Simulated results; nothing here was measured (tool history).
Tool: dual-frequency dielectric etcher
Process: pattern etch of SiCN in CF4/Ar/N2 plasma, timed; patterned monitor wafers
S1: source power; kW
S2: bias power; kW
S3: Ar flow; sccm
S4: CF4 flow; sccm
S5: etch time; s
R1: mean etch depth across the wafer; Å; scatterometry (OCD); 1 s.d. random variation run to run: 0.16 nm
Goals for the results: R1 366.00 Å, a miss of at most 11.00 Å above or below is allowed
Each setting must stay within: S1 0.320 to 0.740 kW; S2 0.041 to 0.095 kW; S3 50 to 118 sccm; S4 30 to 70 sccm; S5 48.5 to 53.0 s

run,hour,S1,S2,S3,S4,S5,R1
1,0.0,0.530,0.068,84,50,53.0,555.01
2,4.8,0.530,0.068,72,50,53.0,565.28
3,5.6,0.530,0.068,72,50,53.0,563.06
4,14.0,0.530,0.068,72,45,53.0,556.98
5,19.0,0.500,0.066,73,44,52.5,505.75
6,26.0,0.540,0.066,73,44,52.5,549.52
7,26.8,0.500,0.065,73,44,52.5,500.68
8,34.5,0.470,0.065,73,44,52.5,470.88
9,42.2,0.450,0.065,73,44,52.5,446.07
10,47.4,0.350,0.063,74,44,52.5,332.03
11,51.2,0.360,0.063,74,44,52.5,342.13
12,56.7,0.370,0.063,74,44,52.5,350.72

4 candidate next runs follow, results not yet known. Just one meets every target within its allowed miss. Identify it.
A,62.2,0.340,0.064,60,35,52.5,?
B,62.2,0.380,0.056,74,46,50.5,?
C,62.2,0.380,0.053,74,48,51.5,?
D,62.2,0.430,0.063,104,45,48.5,?

move,R1
A,316.88
B,326.78
C,324.93
D,367.66
A: misses by more than the last run did
B: misses by more than the last run did
C: misses by more than the last run did
D: all results land within tolerance of their targets
D is the move that brings every result within its allowed miss.
